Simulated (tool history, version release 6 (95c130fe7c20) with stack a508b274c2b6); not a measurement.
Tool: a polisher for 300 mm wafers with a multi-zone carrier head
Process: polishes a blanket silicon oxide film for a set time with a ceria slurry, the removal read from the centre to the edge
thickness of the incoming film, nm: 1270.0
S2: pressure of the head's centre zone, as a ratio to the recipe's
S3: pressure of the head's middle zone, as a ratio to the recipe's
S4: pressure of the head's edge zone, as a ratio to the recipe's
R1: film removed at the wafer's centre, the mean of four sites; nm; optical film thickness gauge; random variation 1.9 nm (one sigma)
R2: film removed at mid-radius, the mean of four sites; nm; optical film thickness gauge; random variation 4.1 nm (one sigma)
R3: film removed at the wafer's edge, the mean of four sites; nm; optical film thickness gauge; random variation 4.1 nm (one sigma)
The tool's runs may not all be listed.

Run 1, hour 0.0: flow of slurry (ml/min) 195, S2 1.00, S3 1.00, S4 1.00, polishing time (s) 43. Result: R1 232.00 nm, R2 236.95 nm, R3 239.99 nm.
Run 2, hour 6.2: flow of slurry (ml/min) 195, S2 1.00, S3 1.00, S4 0.92, polishing time (s) 43. Result: R1 234.61 nm, R2 232.61 nm, R3 221.93 nm.
Run 3, hour 10.6: flow of slurry (ml/min) 195, S2 1.00, S3 1.00, S4 0.96, polishing time (s) 43. Result: R1 228.98 nm, R2 235.55 nm, R3 229.99 nm.
Run 4, hour 14.8: flow of slurry (ml/min) 195, S2 1.00, S3 0.93, S4 0.96, polishing time (s) 43. Result: R1 231.96 nm, R2 224.35 nm, R3 233.32 nm.
Run 5, hour 16.4: flow of slurry (ml/min) 195, S2 1.00, S3 0.96, S4 0.96, polishing time (s) 43. Result: R1 230.81 nm, R2 226.97 nm, R3 236.97 nm.
Run 6, hour 22.7: flow of slurry (ml/min) 195, S2 1.00, S3 0.96, S4 0.96, polishing time (s) 48. Result: R1 258.75 nm, R2 249.71 nm, R3 262.14 nm.
Run 7, hour 26.4: flow of slurry (ml/min) 205, S2 1.00, S3 0.98, S4 0.98, polishing time (s) 48. Result: R1 263.01 nm, R2 262.56 nm, R3 260.84 nm.
Run 8, hour 30.7: flow of slurry (ml/min) 205, S2 1.00, S3 0.99, S4 1.01, polishing time (s) 48. Result: R1 260.28 nm, R2 264.64 nm, R3 266.29 nm.
Run 9, hour 39.5: flow of slurry (ml/min) 210, S2 1.00, S3 0.99, S4 1.04, polishing time (s) 48. Result: R1 262.84 nm, R2 258.57 nm, R3 268.38 nm.
Run 10, hour 43.2: flow of slurry (ml/min) 200, S2 0.99, S3 1.00, S4 1.05, polishing time (s) 49. Result: R1 263.16 nm, R2 263.33 nm, R3 275.11 nm.
Run 11, hour 50.0: flow of slurry (ml/min) 200, S2 0.98, S3 1.01, S4 1.07, polishing time (s) 50. Result: R1 263.48 nm, R2 273.68 nm, R3 287.30 nm.
Run 12, hour 54.3: flow of slurry (ml/min) 200, S2 0.98, S3 1.02, S4 1.08, polishing time (s) 50. Result: R1 264.65 nm, R2 278.54 nm, R3 281.18 nm.
Run 13, hour 60.0: flow of slurry (ml/min) 200, S2 0.97, S3 1.02, S4 1.09, polishing time (s) 51. Result: R1 266.50 nm, R2 286.76 nm, R3 292.19 nm.

Forecast run 14:
Run 14, hour 61.4: flow of slurry (ml/min) 200, S2 0.97, S3 1.02, S4 1.10, polishing time (s) 51. Result: R1 ?, R2 ?, R3 ?.

{"run 14": {"R1": 267.87, "R2": 282.95, "R3": 300.23}}

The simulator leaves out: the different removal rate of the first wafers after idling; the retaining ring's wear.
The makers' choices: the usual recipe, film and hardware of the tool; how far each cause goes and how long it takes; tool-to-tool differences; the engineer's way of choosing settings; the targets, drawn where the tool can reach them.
